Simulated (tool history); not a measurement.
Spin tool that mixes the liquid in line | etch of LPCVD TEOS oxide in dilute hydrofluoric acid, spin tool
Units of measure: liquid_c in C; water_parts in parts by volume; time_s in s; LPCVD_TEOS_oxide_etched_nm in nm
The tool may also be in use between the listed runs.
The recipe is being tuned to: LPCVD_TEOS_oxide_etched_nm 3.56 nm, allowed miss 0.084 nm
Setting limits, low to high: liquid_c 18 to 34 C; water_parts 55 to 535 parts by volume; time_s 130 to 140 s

run  hour  liquid_c  water_parts  time_s  LPCVD_TEOS_oxide_etched_nm
  1     0        26          295     130                      6.1652
  2   2.4      27.5          295     130                      6.5373
  3   9.5      27.5          340     130                      5.4419
  4  15.7      27.5          340     140                      5.7266
  5  20.3      30.5          340     140                      6.3553
  6  21.5      28.5          350     140                      5.7612
  7  22.5      26.5          360     140                      5.1892
  8  30.7        25          365     140                      4.9266
  9  32.5        24          375     140                      4.5144
 10  36.9        23          380     140                      4.3138
 11  40.6        22          385     140                      4.1424
 12  47.8      21.5          390     140                      3.9364
 13  52.2        21          390     140                      3.9314
 14  55.2      20.5          390     140                      3.8339
 15  56.7        20          390     140                      3.7955

Below are 4 possible settings for the next run. Only one of them brings all results inside the allowed miss of their targets. Which is it?
  A  58.2        21          420     140                           ?
  B  58.2        22          365     130                           ?
  C  58.2        19          385     140                           ?
  D  58.2        21          430     140                           ?

move  LPCVD_TEOS_oxide_etched_nm
   A                      3.5339
   B                      4.0955
   C                      3.7024
   D                      3.4232
A: meets every target
B: further off than the last run
C: closes in on the targets versus the last run, not all within tolerance yet
D: the result that was furthest off in the last run now lies on the other side of its target
The move that meets every target is A.

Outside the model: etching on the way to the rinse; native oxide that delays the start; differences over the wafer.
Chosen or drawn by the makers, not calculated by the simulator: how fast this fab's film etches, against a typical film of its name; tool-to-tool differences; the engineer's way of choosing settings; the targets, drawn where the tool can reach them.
